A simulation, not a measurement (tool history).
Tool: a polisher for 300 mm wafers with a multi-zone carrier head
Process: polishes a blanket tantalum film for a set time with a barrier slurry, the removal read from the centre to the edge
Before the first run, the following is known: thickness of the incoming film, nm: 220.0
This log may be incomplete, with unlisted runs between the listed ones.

run,day,flow of slurry (ml/min),pressure of the head's centre zone,pressure of the head's middle zone,pressure of the head's edge zone,abrasive content of the slurry,polishing time (s),film removed at the wafer's centre (nm),film removed at mid-radius (nm),film removed at the wafer's edge (nm)
1,0.000,255,1.00,1.00,1.00,1.00,53,79.856,81.405,79.156
2,0.375,255,0.96,1.00,1.00,1.00,53,78.059,82.806,80.917
3,0.421,255,0.96,1.00,1.00,0.90,53,73.228,77.758,76.679
4,0.571,255,0.96,1.00,1.00,1.10,53,80.515,85.900,80.883
5,0.817,255,0.98,0.99,1.02,1.15,54,85.021,87.721,83.933
6,0.908,255,0.99,0.98,1.03,1.20,55,87.565,88.161,88.405
7,1.000,325,1.09,1.01,1.02,1.45,60,115.050,107.440,103.700
8,1.338,325,1.10,1.01,1.03,1.45,60,115.260,106.430,103.540

Forecast run 9:
9,1.475,325,1.10,1.01,1.03,1.45,60,?,?,?

{"run 9": {"film removed at the wafer's centre (nm)": 114.27, "film removed at mid-radius (nm)": 108.99, "film removed at the wafer's edge (nm)": 103.86}}

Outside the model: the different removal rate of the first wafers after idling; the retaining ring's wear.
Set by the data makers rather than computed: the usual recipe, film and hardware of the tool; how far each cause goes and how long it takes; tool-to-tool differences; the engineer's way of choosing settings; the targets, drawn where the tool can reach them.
